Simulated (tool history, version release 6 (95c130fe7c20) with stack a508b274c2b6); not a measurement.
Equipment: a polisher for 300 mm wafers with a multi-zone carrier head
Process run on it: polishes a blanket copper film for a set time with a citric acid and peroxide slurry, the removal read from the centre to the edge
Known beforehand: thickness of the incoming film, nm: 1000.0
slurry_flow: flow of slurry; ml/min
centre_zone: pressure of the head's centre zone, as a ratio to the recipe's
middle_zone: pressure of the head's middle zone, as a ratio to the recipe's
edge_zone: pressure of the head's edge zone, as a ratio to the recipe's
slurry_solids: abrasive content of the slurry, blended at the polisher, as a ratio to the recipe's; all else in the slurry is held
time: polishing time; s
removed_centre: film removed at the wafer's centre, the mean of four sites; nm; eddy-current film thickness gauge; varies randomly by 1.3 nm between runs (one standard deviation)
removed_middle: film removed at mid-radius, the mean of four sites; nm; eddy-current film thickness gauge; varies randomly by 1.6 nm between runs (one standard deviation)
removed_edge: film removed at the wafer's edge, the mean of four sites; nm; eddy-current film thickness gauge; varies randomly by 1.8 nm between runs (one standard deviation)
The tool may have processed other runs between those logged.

| run | hour | slurry_flow | centre_zone | middle_zone | edge_zone | slurry_solids | time | removed_centre | removed_middle | removed_edge |
|---|---|---|---|---|---|---|---|---|---|---|
| 1 | 0 | 255 | 1 | 1 | 1 | 1 | 51 | 95.96 | 105.09 | 101.12 |
| 2 | 4.7 | 255 | 1 | 1 | 1 | 1 | 45 | 83.535 | 92.835 | 89.396 |
| 3 | 9 | 255 | 1.02 | 0.99 | 1.04 | 1.15 | 48 | 93.441 | 100.32 | 102.99 |
| 4 | 11.2 | 255 | 1.02 | 0.99 | 1.04 | 1.05 | 48 | 90.51 | 96.62 | 99.696 |
| 5 | 19.4 | 255 | 1.02 | 0.99 | 0.97 | 1.05 | 48 | 92.618 | 98.315 | 96.208 |
| 6 | 23.2 | 200 | 1.02 | 0.99 | 0.97 | 1.05 | 48 | 88.182 | 94.035 | 92.864 |
| 7 | 25.9 | 270 | 1.1 | 1.01 | 1.07 | 1.3 | 55 | 119.91 | 122.63 | 123.02 |

For run 8, what comes out?
| 8 | 34.6 | 275 | 1.1 | 1.01 | 1.08 | 1.3 | 55 | ? | ? | ? |

removed_centre: 117.55 nm
removed_middle: 120.67 nm
removed_edge: 124.18 nm
